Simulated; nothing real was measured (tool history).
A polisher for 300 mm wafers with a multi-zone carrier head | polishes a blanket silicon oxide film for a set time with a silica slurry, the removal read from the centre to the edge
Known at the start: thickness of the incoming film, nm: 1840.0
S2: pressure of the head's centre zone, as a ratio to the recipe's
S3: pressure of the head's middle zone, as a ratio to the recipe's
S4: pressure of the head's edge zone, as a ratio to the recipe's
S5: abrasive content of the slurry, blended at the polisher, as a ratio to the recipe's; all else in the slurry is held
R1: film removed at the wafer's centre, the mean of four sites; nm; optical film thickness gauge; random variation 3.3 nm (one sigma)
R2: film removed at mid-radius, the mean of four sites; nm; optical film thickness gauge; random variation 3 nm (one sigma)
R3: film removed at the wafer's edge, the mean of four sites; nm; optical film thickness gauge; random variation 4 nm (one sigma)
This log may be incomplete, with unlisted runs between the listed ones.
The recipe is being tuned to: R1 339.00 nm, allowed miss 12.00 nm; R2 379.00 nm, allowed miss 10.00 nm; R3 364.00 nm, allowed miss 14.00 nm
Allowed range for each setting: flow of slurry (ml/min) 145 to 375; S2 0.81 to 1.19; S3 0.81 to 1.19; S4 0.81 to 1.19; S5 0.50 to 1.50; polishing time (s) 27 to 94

{"run": 1, "hour": 0.0, "flow of slurry (ml/min)": 240, "S2": 1.0, "S3": 1.0, "S4": 1.0, "S5": 1.0, "polishing time (s)": 60, "R1": 319.82, "R2": 311.73, "R3": 316.42}
{"run": 2, "hour": 7.7, "flow of slurry (ml/min)": 240, "S2": 1.0, "S3": 1.0, "S4": 1.0, "S5": 1.0, "polishing time (s)": 66, "R1": 350.88, "R2": 342.43, "R3": 345.21}
{"run": 3, "hour": 9.7, "flow of slurry (ml/min)": 250, "S2": 0.98, "S3": 1.02, "S4": 1.01, "S5": 1.0, "polishing time (s)": 66, "R1": 343.06, "R2": 350.58, "R3": 351.41}
{"run": 4, "hour": 13.6, "flow of slurry (ml/min)": 260, "S2": 0.97, "S3": 1.04, "S4": 1.01, "S5": 1.0, "polishing time (s)": 66, "R1": 340.76, "R2": 359.26, "R3": 350.66}
{"run": 5, "hour": 22.1, "flow of slurry (ml/min)": 265, "S2": 0.97, "S3": 1.05, "S4": 1.02, "S5": 1.0, "polishing time (s)": 66, "R1": 346.08, "R2": 358.65, "R3": 351.8}
{"run": 6, "hour": 29.0, "flow of slurry (ml/min)": 210, "S2": 0.97, "S3": 1.05, "S4": 1.02, "S5": 1.0, "polishing time (s)": 66, "R1": 333.23, "R2": 346.8, "R3": 345.48}
{"run": 7, "hour": 34.4, "flow of slurry (ml/min)": 225, "S2": 0.96, "S3": 1.06, "S4": 1.03, "S5": 1.0, "polishing time (s)": 66, "R1": 338.86, "R2": 355.61, "R3": 347.63}
{"run": 8, "hour": 41.2, "flow of slurry (ml/min)": 235, "S2": 0.95, "S3": 1.07, "S4": 1.04, "S5": 1.0, "polishing time (s)": 66, "R1": 331.74, "R2": 355.92, "R3": 348.4}
{"run": 9, "hour": 42.9, "flow of slurry (ml/min)": 245, "S2": 0.95, "S3": 1.08, "S4": 1.05, "S5": 1.0, "polishing time (s)": 66, "R1": 337.01, "R2": 367.55, "R3": 360.65}
{"run": 10, "hour": 47.3, "flow of slurry (ml/min)": 250, "S2": 0.95, "S3": 1.08, "S4": 1.05, "S5": 1.0, "polishing time (s)": 66, "R1": 339.81, "R2": 361.35, "R3": 347.9}
{"run": 11, "hour": 52.5, "flow of slurry (ml/min)": 250, "S2": 0.94, "S3": 1.08, "S4": 1.05, "S5": 1.0, "polishing time (s)": 66, "R1": 333.64, "R2": 365.29, "R3": 360.06}

Which one of the following 4 next-run settings gets every result inside its allowed miss? There is exactly one.
{"run": "A", "hour": 57.7, "flow of slurry (ml/min)": 200, "S2": 0.94, "S3": 1.11, "S4": 1.06, "S5": 1.1, "polishing time (s)": 66, "R1": "?", "R2": "?", "R3": "?"}
{"run": "B", "hour": 57.7, "flow of slurry (ml/min)": 245, "S2": 0.87, "S3": 1.08, "S4": 1.05, "S5": 0.95, "polishing time (s)": 69, "R1": "?", "R2": "?", "R3": "?"}
{"run": "C", "hour": 57.7, "flow of slurry (ml/min)": 240, "S2": 0.93, "S3": 1.1, "S4": 0.97, "S5": 0.95, "polishing time (s)": 67, "R1": "?", "R2": "?", "R3": "?"}
{"run": "D", "hour": 57.7, "flow of slurry (ml/min)": 155, "S2": 1.0, "S3": 1.01, "S4": 1.14, "S5": 1.0, "polishing time (s)": 72, "R1": "?", "R2": "?", "R3": "?"}

move=A R1=342.78 R2=378.41 R3=372.12
move=B R1=316.15 R2=367.27 R3=365.37
move=C R1=327.14 R2=361.24 R3=340.63
move=D R1=358.47 R2=345.35 R3=387.32
A: all results land within tolerance of their targets
B: the biggest miss grows against the last run
C: the biggest miss grows against the last run
D: the biggest miss grows against the last run
Move A is the one to make.
